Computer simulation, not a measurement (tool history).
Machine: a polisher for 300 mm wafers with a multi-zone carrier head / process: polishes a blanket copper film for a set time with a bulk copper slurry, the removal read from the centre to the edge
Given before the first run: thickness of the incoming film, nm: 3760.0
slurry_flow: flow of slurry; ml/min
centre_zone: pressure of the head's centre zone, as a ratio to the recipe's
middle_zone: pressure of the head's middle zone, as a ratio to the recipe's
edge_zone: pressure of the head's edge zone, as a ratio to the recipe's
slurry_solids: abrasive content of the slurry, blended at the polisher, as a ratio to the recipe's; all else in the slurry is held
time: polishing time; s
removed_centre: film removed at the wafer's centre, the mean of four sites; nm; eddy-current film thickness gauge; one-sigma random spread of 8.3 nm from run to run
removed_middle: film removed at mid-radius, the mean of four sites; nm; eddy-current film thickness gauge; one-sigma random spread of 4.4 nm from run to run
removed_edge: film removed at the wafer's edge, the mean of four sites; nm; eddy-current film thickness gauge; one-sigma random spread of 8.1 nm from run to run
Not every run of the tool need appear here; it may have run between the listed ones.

run,day,slurry_flow,centre_zone,middle_zone,edge_zone,slurry_solids,time,removed_centre,removed_middle,removed_edge
1,0.000,265,1.00,1.00,1.00,1.00,63,752.67,771.06,787.02
2,0.133,225,1.00,1.00,1.00,1.00,63,753.76,768.86,803.44
3,0.167,225,1.07,1.00,1.00,1.00,63,828.31,756.73,783.40
4,0.429,225,1.07,1.00,1.00,1.00,77,989.37,918.86,945.87
5,0.750,225,1.07,1.00,1.00,1.00,68,863.05,812.59,833.15
6,0.904,225,1.07,1.00,0.94,1.00,68,871.12,828.57,814.18
7,1.117,225,1.06,0.98,0.95,0.90,63,767.43,722.64,734.57
8,1.200,225,1.06,0.95,0.94,0.80,61,712.68,663.96,700.87
9,1.408,230,1.06,0.93,0.93,0.75,59,692.12,626.92,647.39
10,1.692,225,1.05,0.91,0.93,0.70,58,660.40,592.51,623.12

For run 11, what comes out?
11,2.050,220,1.04,0.89,0.93,0.65,58,?,?,?

{"run 11": {"removed_centre": 643.72, "removed_middle": 564.06, "removed_edge": 606.97}}

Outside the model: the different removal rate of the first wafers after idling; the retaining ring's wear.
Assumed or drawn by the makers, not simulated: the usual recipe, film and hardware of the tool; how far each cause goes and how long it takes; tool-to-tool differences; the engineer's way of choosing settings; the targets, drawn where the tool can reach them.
